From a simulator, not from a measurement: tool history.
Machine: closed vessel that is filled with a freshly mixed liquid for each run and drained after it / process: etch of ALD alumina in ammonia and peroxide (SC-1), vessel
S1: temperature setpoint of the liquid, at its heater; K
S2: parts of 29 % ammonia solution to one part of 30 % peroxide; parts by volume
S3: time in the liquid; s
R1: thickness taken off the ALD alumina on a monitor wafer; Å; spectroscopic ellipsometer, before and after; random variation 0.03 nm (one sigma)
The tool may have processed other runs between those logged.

| run | hour | S1 | S2 | S3 | R1 |
|---|---|---|---|---|---|
| 1 | 0.0 | 322.15 | 0.50 | 150 | 101.570 |
| 2 | 3.2 | 328.65 | 0.50 | 150 | 143.890 |
| 3 | 4.3 | 332.15 | 0.50 | 150 | 172.200 |
| 4 | 9.1 | 332.15 | 0.35 | 150 | 166.890 |
| 5 | 12.5 | 329.65 | 0.35 | 150 | 147.000 |
| 6 | 16.1 | 326.65 | 0.35 | 150 | 125.120 |
| 7 | 17.6 | 324.65 | 0.35 | 150 | 112.830 |
| 8 | 24.0 | 323.15 | 0.35 | 150 | 104.180 |
| 9 | 24.9 | 321.65 | 0.35 | 150 | 95.978 |
| 10 | 29.1 | 320.65 | 0.35 | 150 | 89.946 |
| 11 | 33.2 | 319.65 | 0.35 | 150 | 86.351 |
| 12 | 34.4 | 318.65 | 0.35 | 150 | 80.136 |
| 13 | 36.0 | 318.15 | 0.35 | 150 | 78.436 |
| 14 | 42.1 | 317.65 | 0.35 | 150 | 76.620 |

What will run 15 give?
| 15 | 46.4 | 317.15 | 0.35 | 150 | ? |

R1: 73.859 Å
